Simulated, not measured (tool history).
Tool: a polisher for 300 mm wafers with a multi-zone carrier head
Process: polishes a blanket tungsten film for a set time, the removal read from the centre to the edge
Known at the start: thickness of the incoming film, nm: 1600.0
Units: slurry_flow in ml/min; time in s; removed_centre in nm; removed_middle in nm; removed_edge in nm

Run 1, day 0: slurry_flow 155 ml/min, centre_zone 1, middle_zone 1, edge_zone 1, slurry_solids 1, time 87 s. Result: removed_centre 323.49 nm, removed_middle 327.12 nm, removed_edge 327.4 nm.
Run 2, day 0.158: slurry_flow 155 ml/min, centre_zone 1, middle_zone 1, edge_zone 1, slurry_solids 1, time 80 s. Result: removed_centre 302.74 nm, removed_middle 301.57 nm, removed_edge 308.35 nm.
Run 3, day 0.471: slurry_flow 170 ml/min, centre_zone 1, middle_zone 1, edge_zone 1, slurry_solids 1, time 80 s. Result: removed_centre 308.25 nm, removed_middle 306.27 nm, removed_edge 307.34 nm.
Run 4, day 0.767: slurry_flow 165 ml/min, centre_zone 0.99, middle_zone 0.97, edge_zone 0.98, slurry_solids 0.9, time 79 s. Result: removed_centre 283.33 nm, removed_middle 284.13 nm, removed_edge 294.17 nm.
Run 5, day 1.062: slurry_flow 165 ml/min, centre_zone 0.95, middle_zone 0.97, edge_zone 0.98, slurry_solids 0.9, time 79 s. Result: removed_centre 280.37 nm, removed_middle 285.99 nm, removed_edge 289.37 nm.
Run 6, day 1.229: slurry_flow 165 ml/min, centre_zone 0.95, middle_zone 0.97, edge_zone 1.06, slurry_solids 0.9, time 79 s. Result: removed_centre 278.31 nm, removed_middle 286.05 nm, removed_edge 302.06 nm.
Run 7, day 1.542: slurry_flow 165 ml/min, centre_zone 0.96, middle_zone 0.95, edge_zone 1.02, slurry_solids 0.85, time 78 s. Result: removed_centre 272.31 nm, removed_middle 270.9 nm, removed_edge 286.43 nm.
Run 8, day 1.788: slurry_flow 160 ml/min, centre_zone 0.96, middle_zone 0.93, edge_zone 0.99, slurry_solids 0.8, time 78 s. Result: removed_centre 266.9 nm, removed_middle 265.59 nm, removed_edge 275.16 nm.

Run 9 comes next. What will it give?
Run 9, day 2.071: slurry_flow 115 ml/min, centre_zone 0.98, middle_zone 0.83, edge_zone 0.97, slurry_solids 0.55, time 75 s. Result: removed_centre ?, removed_middle ?, removed_edge ?.

removed_centre: 218.15 nm
removed_middle: 189.77 nm
removed_edge: 226.24 nm

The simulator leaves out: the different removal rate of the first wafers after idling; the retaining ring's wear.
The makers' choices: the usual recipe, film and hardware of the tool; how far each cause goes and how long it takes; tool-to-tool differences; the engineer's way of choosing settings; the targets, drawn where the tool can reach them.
